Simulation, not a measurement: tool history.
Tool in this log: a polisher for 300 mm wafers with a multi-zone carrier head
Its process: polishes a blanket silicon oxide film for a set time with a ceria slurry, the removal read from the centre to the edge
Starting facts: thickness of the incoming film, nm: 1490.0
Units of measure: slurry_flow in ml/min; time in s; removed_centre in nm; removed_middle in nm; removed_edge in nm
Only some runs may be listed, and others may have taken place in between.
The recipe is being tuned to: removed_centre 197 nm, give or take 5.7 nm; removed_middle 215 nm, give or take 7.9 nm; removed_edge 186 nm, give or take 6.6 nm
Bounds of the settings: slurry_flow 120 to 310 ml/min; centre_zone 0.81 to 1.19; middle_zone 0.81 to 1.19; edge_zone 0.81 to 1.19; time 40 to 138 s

run	day	slurry_flow	centre_zone	middle_zone	edge_zone	time	removed_centre	removed_middle	removed_edge
1	0	200	1	1	1	88	364	369.61	355.79
2	0.254	195	0.99	1.01	0.96	76	309.97	311.45	302.8
3	0.6	195	0.98	1.05	0.93	67	272.41	283.22	262.88
4	0.904	195	0.98	1.05	0.98	67	272	288.58	272.28
5	1.192	195	0.97	1.07	0.94	61	243.44	264.51	240.08
6	1.262	195	0.9	1.07	0.94	61	228.25	264.61	240.97
7	1.579	195	0.91	1.07	0.91	57	217.04	244.89	223.67
8	1.95	175	0.96	1.12	0.81	47	182.51	207.58	171.66
9	2.046	175	0.96	1.12	0.81	47	185.59	207.89	172.81

Which single option among these 4 for the next run brings every result within its allowed miss of target? Just one does.
A	2.142	120	0.87	1.05	0.93	53	?	?	?
B	2.142	155	0.84	1.1	0.89	51	?	?	?
C	2.142	135	1.02	1.13	0.88	52	?	?	?
D	2.142	200	0.93	1.13	0.83	44	?	?	?

move	removed_centre	removed_middle	removed_edge
A	172.25	201.41	189.94
B	173.7	214.83	187.65
C	198.87	216.62	186
D	171.05	198.6	162.73
A: moves away from the targets compared with the last run
B: moves away from the targets compared with the last run
C: meets every target
D: moves away from the targets compared with the last run
Move C is the one to make.

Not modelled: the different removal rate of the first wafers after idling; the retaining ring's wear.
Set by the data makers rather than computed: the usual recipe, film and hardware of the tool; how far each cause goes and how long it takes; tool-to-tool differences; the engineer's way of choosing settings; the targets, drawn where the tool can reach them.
